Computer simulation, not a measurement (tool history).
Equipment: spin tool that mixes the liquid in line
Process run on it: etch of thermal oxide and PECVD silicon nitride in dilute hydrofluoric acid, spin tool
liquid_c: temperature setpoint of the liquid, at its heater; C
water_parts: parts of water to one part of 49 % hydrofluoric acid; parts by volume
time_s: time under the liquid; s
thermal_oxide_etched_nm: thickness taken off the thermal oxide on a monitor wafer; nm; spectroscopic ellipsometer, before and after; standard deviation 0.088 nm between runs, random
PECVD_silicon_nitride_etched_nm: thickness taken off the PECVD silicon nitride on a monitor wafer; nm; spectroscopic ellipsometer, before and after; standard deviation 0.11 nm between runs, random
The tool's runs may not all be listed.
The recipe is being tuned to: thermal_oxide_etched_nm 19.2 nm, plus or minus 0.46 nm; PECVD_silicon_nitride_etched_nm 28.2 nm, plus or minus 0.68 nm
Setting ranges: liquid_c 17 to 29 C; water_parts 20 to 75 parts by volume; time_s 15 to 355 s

run	day	liquid_c	water_parts	time_s	thermal_oxide_etched_nm	PECVD_silicon_nitride_etched_nm
1	0	21	45	180	16.12	19.521
2	0.171	21	45	115	10.228	12.477
3	0.508	22.5	45	115	10.808	13.829
4	0.646	19	45	115	9.3816	10.832
5	0.758	22.5	45	115	10.899	13.789
6	1.129	24	45	115	11.544	15.349
7	1.375	28	30	115	20.91	29.686
8	1.446	28	30	115	20.875	29.864
9	1.562	28.5	35	115	17.926	26.515
10	1.812	28.5	30	115	21.301	30.72
11	2.162	28.5	35	115	18.114	26.444
12	2.488	29	35	115	18.475	27.334

Exactly one of the 5 candidate moves below puts every result within its allowed miss. Which one?
A	2.812	29	40	125	?	?
B	2.812	27.5	35	125	?	?
C	2.812	27	30	110	?	?
D	2.812	28.5	40	140	?	?
E	2.812	26	35	135	?	?

move	thermal_oxide_etched_nm	PECVD_silicon_nitride_etched_nm
A	17.421	25.949
B	18.884	26.792
C	19.137	26.496
D	19.125	28.127
E	19.184	26.184
A: misses by more than the last run did
B: brings the result that was furthest off to its target, and leaves another outside
C: brings the result that was furthest off to its target, and leaves another outside
D: all results in spec
E: brings the result that was furthest off to its target, and leaves another outside
D is the move that brings every result within its allowed miss.

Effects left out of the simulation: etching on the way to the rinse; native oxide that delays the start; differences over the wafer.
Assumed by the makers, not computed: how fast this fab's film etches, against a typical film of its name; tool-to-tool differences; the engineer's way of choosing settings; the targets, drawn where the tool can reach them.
